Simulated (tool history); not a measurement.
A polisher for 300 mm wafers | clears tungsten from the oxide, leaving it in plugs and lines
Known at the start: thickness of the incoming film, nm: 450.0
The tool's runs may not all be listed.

| run | day | flow of slurry (ml/min) | pressure of the wafer on the pad (psi) | speed of the pad under the wafer (cm/s) | abrasive content of the slurry | overpolish time after the end point (s) | time until the end point was called (s) |
|---|---|---|---|---|---|---|---|
| 1 | 0 | 215 | 3.6 | 114 | 1 | 37 | 67.047 |
| 2 | 0.262 | 215 | 3.6 | 114 | 1.2 | 37 | 63.298 |
| 3 | 0.479 | 260 | 3.6 | 114 | 1.2 | 37 | 61.765 |
| 4 | 0.629 | 255 | 3.1 | 114 | 1.2 | 37 | 71.748 |
| 5 | 0.729 | 275 | 3.1 | 114 | 1.2 | 37 | 71.84 |
| 6 | 0.875 | 275 | 2.8 | 114 | 1.2 | 37 | 78.606 |
| 7 | 1.188 | 275 | 2.6 | 114 | 1.2 | 37 | 85.328 |
| 8 | 1.45 | 275 | 2.5 | 114 | 1.2 | 37 | 88.028 |

Run 9 comes next. What will it give?
| 9 | 1.775 | 270 | 2.4 | 114 | 1.2 | 37 | ? |

{"run 9": {"time until the end point was called (s)": 92.307}}

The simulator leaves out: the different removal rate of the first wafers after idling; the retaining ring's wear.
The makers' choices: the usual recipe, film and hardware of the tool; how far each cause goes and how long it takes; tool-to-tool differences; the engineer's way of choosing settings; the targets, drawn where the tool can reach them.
